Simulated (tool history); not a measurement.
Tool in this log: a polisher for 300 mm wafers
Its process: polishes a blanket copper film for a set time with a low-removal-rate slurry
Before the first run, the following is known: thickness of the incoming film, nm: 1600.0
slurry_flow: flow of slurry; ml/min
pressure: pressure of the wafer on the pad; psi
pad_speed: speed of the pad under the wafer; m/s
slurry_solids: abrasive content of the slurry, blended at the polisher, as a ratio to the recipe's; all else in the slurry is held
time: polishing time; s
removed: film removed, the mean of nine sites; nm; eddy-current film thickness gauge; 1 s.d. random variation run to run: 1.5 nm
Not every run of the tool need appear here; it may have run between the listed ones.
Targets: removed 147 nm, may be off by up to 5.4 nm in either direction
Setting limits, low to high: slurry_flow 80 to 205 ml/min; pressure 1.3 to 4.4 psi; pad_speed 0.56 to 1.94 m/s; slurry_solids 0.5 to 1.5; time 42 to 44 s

run 1 hour=0 | slurry_flow=135 pressure=2.8 pad_speed=1.24 slurry_solids=1 time=42 | removed=107.2
run 2 hour=4.3 | slurry_flow=115 pressure=2.8 pad_speed=1.24 slurry_solids=1 time=42 | removed=103.93
run 3 hour=12.1 | slurry_flow=115 pressure=2.8 pad_speed=1.24 slurry_solids=1.1 time=42 | removed=105.96
run 4 hour=16.2 | slurry_flow=125 pressure=3 pad_speed=1.24 slurry_solids=1.1 time=42 | removed=116.4
run 5 hour=22 | slurry_flow=145 pressure=3 pad_speed=1.24 slurry_solids=1.1 time=42 | removed=120
run 6 hour=22.9 | slurry_flow=150 pressure=3.1 pad_speed=1.24 slurry_solids=1.1 time=42 | removed=123.93
run 7 hour=26 | slurry_flow=155 pressure=3.2 pad_speed=1.24 slurry_solids=1.1 time=42 | removed=130.32
run 8 hour=27.6 | slurry_flow=160 pressure=3.3 pad_speed=1.24 slurry_solids=1.1 time=42 | removed=133.89
-- hour=32.2 worn pad replaced by a new one
run 9 hour=32.2 | slurry_flow=160 pressure=3.4 pad_speed=1.24 slurry_solids=1.1 time=42 | removed=154.3

Which of these 4 next moves meets every target?
run A hour=36.8 | slurry_flow=160 pressure=3.5 pad_speed=1.1 slurry_solids=1.1 time=44 | removed=?
run B hour=36.8 | slurry_flow=185 pressure=3.1 pad_speed=1.12 slurry_solids=1 time=44 | removed=?
run C hour=36.8 | slurry_flow=145 pressure=2.6 pad_speed=1.42 slurry_solids=1.05 time=42 | removed=?
run D hour=36.8 | slurry_flow=150 pressure=2.9 pad_speed=1.24 slurry_solids=1.35 time=42 | removed=?

move=A removed=148.71
move=B removed=135.92
move=C removed=131.75
move=D removed=136.24
A: all results land within tolerance of their targets
B: moves the result that the last run missed by most past its target, out the other side
C: moves the result that the last run missed by most past its target, out the other side
D: moves the result that the last run missed by most past its target, out the other side
The move that meets every target is A.
